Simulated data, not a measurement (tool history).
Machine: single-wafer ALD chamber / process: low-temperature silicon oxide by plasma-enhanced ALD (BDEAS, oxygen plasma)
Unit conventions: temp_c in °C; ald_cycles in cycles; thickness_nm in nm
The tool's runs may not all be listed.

run 1 hour=0.0 | temp_c=90 ald_cycles=55 | thickness_nm=8.0485
run 2 hour=1.8 | temp_c=90 ald_cycles=48 | thickness_nm=7.0117
run 3 hour=5.5 | temp_c=90 ald_cycles=44 | thickness_nm=6.4013
run 4 hour=13.4 | temp_c=94 ald_cycles=44 | thickness_nm=6.3276
run 5 hour=14.1 | temp_c=96 ald_cycles=44 | thickness_nm=6.2637
run 6 hour=22.9 | temp_c=97 ald_cycles=44 | thickness_nm=6.2799
run 7 hour=29.3 | temp_c=98 ald_cycles=44 | thickness_nm=6.1996

Expected results for the next run?
run 8 hour=31.6 | temp_c=99 ald_cycles=44 | thickness_nm=?

{"run 8": {"thickness_nm": 6.1561}}

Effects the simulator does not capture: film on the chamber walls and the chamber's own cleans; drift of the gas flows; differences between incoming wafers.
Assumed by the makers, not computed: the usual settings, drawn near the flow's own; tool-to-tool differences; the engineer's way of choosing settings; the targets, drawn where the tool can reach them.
